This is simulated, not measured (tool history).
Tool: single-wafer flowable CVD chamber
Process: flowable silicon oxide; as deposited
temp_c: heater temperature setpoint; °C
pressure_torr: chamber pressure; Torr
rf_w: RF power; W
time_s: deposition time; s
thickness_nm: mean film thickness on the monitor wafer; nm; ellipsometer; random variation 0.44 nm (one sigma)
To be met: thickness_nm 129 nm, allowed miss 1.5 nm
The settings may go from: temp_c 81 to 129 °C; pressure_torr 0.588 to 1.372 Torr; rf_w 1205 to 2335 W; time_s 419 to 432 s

run  hour  temp_c  pressure_torr  rf_w  time_s  thickness_nm
  1     0     105           0.98  1770     419        264.38
  2   1.2     100           0.98  1770     419        306.82
  3   2.7     100           0.98  2020     419        314.16
  4  11.2     100           0.98  2020     432         325.5
  5    20     109           0.98  2020     432        247.28
  6    22     109          0.824  2020     432        210.59
  7  28.6     113          0.824  2020     432        187.41
  8  30.2     116          0.824  2020     432        173.11

Which of these 4 next moves meets every target?
  A  31.8     114          0.917  2035     430             ?
  B  31.8     115          0.616  1865     424             ?
  C  31.8     101          0.854  2075     432             ?
  D  31.8     107          1.018  1765     432             ?

move  thickness_nm
   A         201.8
   B        129.58
   C        276.89
   D        266.28
A: further off than the last run
B: meets every target
C: further off than the last run
D: further off than the last run
Answer: B
